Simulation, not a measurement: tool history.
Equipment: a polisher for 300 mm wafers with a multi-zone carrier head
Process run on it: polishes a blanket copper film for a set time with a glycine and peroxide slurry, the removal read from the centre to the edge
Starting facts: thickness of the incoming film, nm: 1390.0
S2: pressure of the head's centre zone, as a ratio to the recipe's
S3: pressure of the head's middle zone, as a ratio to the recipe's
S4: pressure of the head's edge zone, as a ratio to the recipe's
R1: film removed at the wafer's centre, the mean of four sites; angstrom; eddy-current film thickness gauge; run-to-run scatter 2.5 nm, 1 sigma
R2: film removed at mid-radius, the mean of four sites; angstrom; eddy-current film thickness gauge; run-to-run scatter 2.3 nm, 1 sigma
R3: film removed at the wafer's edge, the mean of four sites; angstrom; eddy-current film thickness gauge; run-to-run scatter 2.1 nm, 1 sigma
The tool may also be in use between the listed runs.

Run 1, hour 0: flow of slurry (ml/min) 215, S2 1, S3 1, S4 1, polishing time (s) 60. Result: R1 3019.5 angstrom, R2 3049.7 angstrom, R3 3158.1 angstrom.
Run 2, hour 0.6: flow of slurry (ml/min) 215, S2 1, S3 1, S4 1.07, polishing time (s) 60. Result: R1 3077.3 angstrom, R2 3011.4 angstrom, R3 3210.9 angstrom.
Run 3, hour 1.1: flow of slurry (ml/min) 215, S2 1, S3 1.06, S4 1.07, polishing time (s) 60. Result: R1 3063.5 angstrom, R2 3137.6 angstrom, R3 3185.7 angstrom.
Run 4, hour 8.8: flow of slurry (ml/min) 215, S2 1, S3 1.06, S4 1.07, polishing time (s) 65. Result: R1 3358.2 angstrom, R2 3460 angstrom, R3 3480 angstrom.
Run 5, hour 15.4: flow of slurry (ml/min) 195, S2 1, S3 1.06, S4 1.07, polishing time (s) 65. Result: R1 3274.4 angstrom, R2 3360.3 angstrom, R3 3453.4 angstrom.
Run 6, hour 21.3: flow of slurry (ml/min) 190, S2 0.98, S3 1.05, S4 1.06, polishing time (s) 64. Result: R1 3204.3 angstrom, R2 3254.6 angstrom, R3 3341.3 angstrom.
At hour 29.9: slurry nozzle cleaned.
Run 7, hour 29.9: flow of slurry (ml/min) 205, S2 0.96, S3 1.03, S4 1.06, polishing time (s) 62. Result: R1 3123.3 angstrom, R2 3301.6 angstrom, R3 3367 angstrom.

For run 8, what comes out?
Run 8, hour 31.6: flow of slurry (ml/min) 200, S2 0.94, S3 1.01, S4 1.05, polishing time (s) 60. Result: R1 ?, R2 ?, R3 ?.

Run 8 measured R1 3032.5 angstrom, R2 3132.3 angstrom, R3 3182.9 angstrom.
